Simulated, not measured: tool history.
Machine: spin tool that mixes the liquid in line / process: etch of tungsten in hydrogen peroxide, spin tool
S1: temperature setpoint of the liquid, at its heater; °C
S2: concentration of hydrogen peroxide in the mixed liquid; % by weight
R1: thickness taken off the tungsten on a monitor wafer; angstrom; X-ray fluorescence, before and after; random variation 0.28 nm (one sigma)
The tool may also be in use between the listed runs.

Run 1, day 0.000: S1 43.0 °C, S2 17.5 % by weight, time under the liquid (s) 70. Result: R1 482.69 angstrom.
Run 2, day 0.050: S1 43.5 °C, S2 17.5 % by weight, time under the liquid (s) 70. Result: R1 497.98 angstrom.
Run 3, day 0.308: S1 44.0 °C, S2 17.5 % by weight, time under the liquid (s) 70. Result: R1 515.21 angstrom.
Run 4, day 0.646: S1 44.5 °C, S2 17.5 % by weight, time under the liquid (s) 70. Result: R1 537.36 angstrom.
Run 5, day 0.792: S1 44.5 °C, S2 17.5 % by weight, time under the liquid (s) 70. Result: R1 534.00 angstrom.
Run 6, day 0.900: S1 49.0 °C, S2 17.5 % by weight, time under the liquid (s) 70. Result: R1 700.73 angstrom.

Forecast run 7:
Run 7, day 1.046: S1 48.5 °C, S2 17.5 % by weight, time under the liquid (s) 70. Result: R1 ?.

{"run 7": {"R1": 683.06}}
